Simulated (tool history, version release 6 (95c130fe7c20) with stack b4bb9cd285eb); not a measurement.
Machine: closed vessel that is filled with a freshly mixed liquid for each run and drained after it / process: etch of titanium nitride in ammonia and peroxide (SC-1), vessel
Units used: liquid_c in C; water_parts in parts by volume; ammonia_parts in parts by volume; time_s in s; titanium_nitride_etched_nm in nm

run 1 hour=0.0 | liquid_c=63.0 water_parts=8.5 ammonia_parts=0.65 time_s=550 | titanium_nitride_etched_nm=52.937
run 2 hour=5.1 | liquid_c=63.5 water_parts=8.5 ammonia_parts=0.65 time_s=550 | titanium_nitride_etched_nm=54.980
run 3 hour=6.5 | liquid_c=63.5 water_parts=8.5 ammonia_parts=0.65 time_s=550 | titanium_nitride_etched_nm=55.405
run 4 hour=7.9 | liquid_c=63.5 water_parts=8.5 ammonia_parts=0.80 time_s=550 | titanium_nitride_etched_nm=57.561
run 5 hour=14.0 | liquid_c=63.5 water_parts=8.5 ammonia_parts=0.80 time_s=550 | titanium_nitride_etched_nm=57.660
run 6 hour=19.0 | liquid_c=58.5 water_parts=8.5 ammonia_parts=0.80 time_s=550 | titanium_nitride_etched_nm=40.925
run 7 hour=21.1 | liquid_c=59.5 water_parts=8.5 ammonia_parts=0.80 time_s=550 | titanium_nitride_etched_nm=44.205
run 8 hour=29.6 | liquid_c=60.0 water_parts=8.5 ammonia_parts=0.80 time_s=550 | titanium_nitride_etched_nm=45.561
run 9 hour=30.2 | liquid_c=60.5 water_parts=8.5 ammonia_parts=0.80 time_s=550 | titanium_nitride_etched_nm=47.389
run 10 hour=35.5 | liquid_c=61.0 water_parts=8.5 ammonia_parts=0.80 time_s=550 | titanium_nitride_etched_nm=49.044

Run 11 is up next; what results do you expect?
run 11 hour=41.8 | liquid_c=61.5 water_parts=8.5 ammonia_parts=0.80 time_s=550 | titanium_nitride_etched_nm=?

Run 11 gave titanium_nitride_etched_nm 50.187 nm.
